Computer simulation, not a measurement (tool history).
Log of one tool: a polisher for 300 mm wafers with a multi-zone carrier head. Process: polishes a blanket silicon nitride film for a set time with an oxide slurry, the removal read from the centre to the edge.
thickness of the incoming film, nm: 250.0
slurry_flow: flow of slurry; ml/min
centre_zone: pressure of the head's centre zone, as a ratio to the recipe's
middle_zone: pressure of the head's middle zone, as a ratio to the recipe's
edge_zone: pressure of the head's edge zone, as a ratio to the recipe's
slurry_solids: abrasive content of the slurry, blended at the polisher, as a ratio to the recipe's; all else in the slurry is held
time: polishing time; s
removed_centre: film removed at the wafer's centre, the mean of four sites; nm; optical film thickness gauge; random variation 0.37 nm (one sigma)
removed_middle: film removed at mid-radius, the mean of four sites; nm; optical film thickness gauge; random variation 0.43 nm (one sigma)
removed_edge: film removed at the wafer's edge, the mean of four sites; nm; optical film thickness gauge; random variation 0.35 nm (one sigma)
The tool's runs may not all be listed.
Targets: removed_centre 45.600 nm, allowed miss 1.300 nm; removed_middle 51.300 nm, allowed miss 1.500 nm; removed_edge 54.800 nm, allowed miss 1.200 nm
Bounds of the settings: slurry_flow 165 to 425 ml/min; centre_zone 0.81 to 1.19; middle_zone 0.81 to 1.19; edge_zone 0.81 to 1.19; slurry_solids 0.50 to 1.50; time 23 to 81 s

run	day	slurry_flow	centre_zone	middle_zone	edge_zone	slurry_solids	time	removed_centre	removed_middle	removed_edge
1	0.000	275	1.00	1.00	1.00	1.00	52	37.935	37.587	37.945
2	0.321	275	1.00	1.00	1.00	1.10	52	39.853	39.406	40.098
3	0.658	275	1.00	1.00	1.00	1.20	52	41.403	40.108	41.760
4	0.767	285	0.98	1.03	1.05	1.30	52	41.876	43.350	43.822
5	0.938	285	0.98	1.03	1.05	1.20	52	41.033	41.591	42.404
6	1.267	280	0.95	1.03	1.08	1.30	53	41.907	43.540	44.327
7	1.621	305	0.91	1.02	1.11	1.35	55	42.303	46.041	48.163
8	1.996	325	0.91	1.02	1.13	1.40	55	43.082	47.436	49.390

4 next moves are on the table. One of them brings every result within its allowed miss. Which?
A	2.371	330	0.87	1.02	1.19	1.35	61	?	?	?
B	2.371	365	0.81	1.05	1.12	1.50	57	?	?	?
C	2.371	320	0.89	1.07	1.16	1.25	52	?	?	?
D	2.371	340	0.97	1.19	1.07	1.40	53	?	?	?

move	removed_centre	removed_middle	removed_edge
A	45.249	51.752	55.301
B	41.711	51.626	52.650
C	38.085	44.186	45.189
D	43.805	50.930	46.673
A: meets every target
B: nearer than the last run, and not there yet
C: further off than the last run
D: further off than the last run
Answer: A

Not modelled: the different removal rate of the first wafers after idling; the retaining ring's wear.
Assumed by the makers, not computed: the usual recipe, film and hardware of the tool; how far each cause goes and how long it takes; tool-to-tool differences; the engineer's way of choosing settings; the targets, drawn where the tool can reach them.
